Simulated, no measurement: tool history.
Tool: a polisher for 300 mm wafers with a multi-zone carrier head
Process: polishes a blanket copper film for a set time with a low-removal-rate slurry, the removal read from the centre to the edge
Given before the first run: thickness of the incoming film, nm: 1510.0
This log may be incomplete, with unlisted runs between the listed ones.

run	hour	flow of slurry (ml/min)	pressure of the head's centre zone	pressure of the head's middle zone	pressure of the head's edge zone	abrasive content of the slurry	polishing time (s)	film removed at the wafer's centre (angstrom)	film removed at mid-radius (angstrom)	film removed at the wafer's edge (angstrom)
1	0.0	235	1.00	1.00	1.00	1.00	44	1220.10	1209.60	1216.40
2	8.9	235	1.00	1.04	1.00	1.00	44	1242.10	1283.70	1210.80
3	14.0	235	1.03	1.00	0.97	0.85	41	1106.60	1073.80	1085.50
4	16.7	235	1.06	1.00	0.97	0.85	41	1172.30	1120.00	1090.30
5	17.5	235	1.06	1.04	0.97	0.85	41	1159.70	1156.90	1080.30
6	24.8	235	1.09	1.00	0.94	0.75	38	1087.50	1006.50	968.49
7	33.2	230	1.09	0.96	0.91	0.70	37	1043.30	919.66	908.26
8	37.5	220	1.08	0.92	0.88	0.65	37	1023.20	874.55	893.51

What will run 9 give?
9	44.6	200	1.08	0.82	0.83	0.50	33	?	?	?

Run 9 measured film removed at the wafer's centre (angstrom) 855.05, film removed at mid-radius (angstrom) 673.62, film removed at the wafer's edge (angstrom) 739.31.
